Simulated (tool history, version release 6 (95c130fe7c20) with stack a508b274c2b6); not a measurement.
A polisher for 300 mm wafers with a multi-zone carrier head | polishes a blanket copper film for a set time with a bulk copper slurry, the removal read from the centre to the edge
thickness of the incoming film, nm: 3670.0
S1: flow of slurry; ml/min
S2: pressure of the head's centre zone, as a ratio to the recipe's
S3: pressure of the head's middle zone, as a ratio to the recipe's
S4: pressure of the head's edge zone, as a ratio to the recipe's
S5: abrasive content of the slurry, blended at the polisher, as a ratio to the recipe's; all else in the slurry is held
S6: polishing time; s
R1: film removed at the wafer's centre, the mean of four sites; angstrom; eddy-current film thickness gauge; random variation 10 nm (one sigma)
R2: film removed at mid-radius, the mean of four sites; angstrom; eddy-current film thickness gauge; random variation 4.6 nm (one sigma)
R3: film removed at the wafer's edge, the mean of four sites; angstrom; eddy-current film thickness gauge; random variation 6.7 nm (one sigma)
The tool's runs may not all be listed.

run	day	S1	S2	S3	S4	S5	S6	R1	R2	R3
1	0	305	1	1	1	1	82	7091.5	7350.1	7294.8
2	0.2	300	1.01	0.98	0.99	1	82	7204.1	7141.1	7259
3	0.292	300	1.01	0.98	0.99	1	100	9034.1	8816.3	8916.1
4	0.625	300	1.01	0.98	0.99	1	108	9830.8	9595.9	9744.6
5	0.788	295	1	0.95	0.96	0.85	105	8873.3	8847	8804.9
6	0.996	295	1	0.95	1.03	0.85	105	9090.2	8744.1	9473.2
7	1.167	290	1	0.92	1	0.75	103	8725.1	8205.9	8752
8	1.279	285	0.99	0.89	0.98	0.7	101	8086.3	7789.1	8427.2
9	1.396	280	1	0.87	0.96	0.65	99	7898.3	7306.6	8147.5
10	1.608	280	1.01	0.86	0.93	0.6	98	8125.1	7131.2	7760.8
11	1.862	275	1	0.85	0.91	0.55	97	7801.2	6924.7	7609.7
12	1.988	275	0.99	0.85	0.89	0.55	96	7673.7	6743.6	7362
13	2.012	275	0.99	0.85	0.89	0.55	96	7530	6860.3	7489.8

Run 14 comes next. What will it give?
14	2.138	275	0.99	0.85	0.87	0.55	95	?	?	?

R1: 7471.2 angstrom
R2: 6709.3 angstrom
R3: 7282.4 angstrom
